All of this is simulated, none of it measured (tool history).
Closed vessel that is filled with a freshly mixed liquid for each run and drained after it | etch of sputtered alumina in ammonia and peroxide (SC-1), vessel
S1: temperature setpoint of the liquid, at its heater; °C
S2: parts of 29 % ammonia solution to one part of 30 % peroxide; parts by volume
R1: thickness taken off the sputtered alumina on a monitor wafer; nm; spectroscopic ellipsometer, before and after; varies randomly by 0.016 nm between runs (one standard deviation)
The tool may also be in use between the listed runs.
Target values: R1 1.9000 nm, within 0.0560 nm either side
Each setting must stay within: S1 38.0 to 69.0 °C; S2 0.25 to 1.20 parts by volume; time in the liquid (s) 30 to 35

{"run": 1, "hour": 0.0, "S1": 53.0, "S2": 0.95, "time in the liquid (s)": 35, "R1": 2.2178}
{"run": 2, "hour": 8.8, "S1": 52.5, "S2": 0.95, "time in the liquid (s)": 35, "R1": 2.1257}
{"run": 3, "hour": 12.1, "S1": 52.0, "S2": 0.95, "time in the liquid (s)": 35, "R1": 2.0423}
{"run": 4, "hour": 13.8, "S1": 52.0, "S2": 0.95, "time in the liquid (s)": 35, "R1": 2.0832}
{"run": 5, "hour": 21.2, "S1": 56.0, "S2": 0.95, "time in the liquid (s)": 35, "R1": 2.5651}
{"run": 6, "hour": 29.7, "S1": 56.0, "S2": 0.8, "time in the liquid (s)": 35, "R1": 2.4998}
{"run": 7, "hour": 33.6, "S1": 55.0, "S2": 0.8, "time in the liquid (s)": 35, "R1": 2.4111}
{"run": 8, "hour": 37.4, "S1": 54.0, "S2": 0.8, "time in the liquid (s)": 35, "R1": 2.2526}
{"hour": 44.6, "done": "new drum of ammonia solution connected"}
{"run": 9, "hour": 44.6, "S1": 53.5, "S2": 0.8, "time in the liquid (s)": 35, "R1": 2.2014}
{"run": 10, "hour": 47.7, "S1": 53.0, "S2": 0.8, "time in the liquid (s)": 35, "R1": 2.1374}

4 candidate next runs follow, results not yet known. Just one meets every target within its allowed miss. Identify it.
{"run": "A", "hour": 50.8, "S1": 52.5, "S2": 0.5, "time in the liquid (s)": 30, "R1": "?"}
{"run": "B", "hour": 50.8, "S1": 50.5, "S2": 1.0, "time in the liquid (s)": 35, "R1": "?"}
{"run": "C", "hour": 50.8, "S1": 51.5, "S2": 1.2, "time in the liquid (s)": 30, "R1": "?"}
{"run": "D", "hour": 50.8, "S1": 52.0, "S2": 0.55, "time in the liquid (s)": 30, "R1": "?"}

move=A R1=1.7050
move=B R1=1.9054
move=C R1=1.7550
move=D R1=1.6745
A: takes the result that was furthest off past its target
B: meets every target
C: takes the result that was furthest off past its target
D: takes the result that was furthest off past its target
B is the move that brings every result within its allowed miss.

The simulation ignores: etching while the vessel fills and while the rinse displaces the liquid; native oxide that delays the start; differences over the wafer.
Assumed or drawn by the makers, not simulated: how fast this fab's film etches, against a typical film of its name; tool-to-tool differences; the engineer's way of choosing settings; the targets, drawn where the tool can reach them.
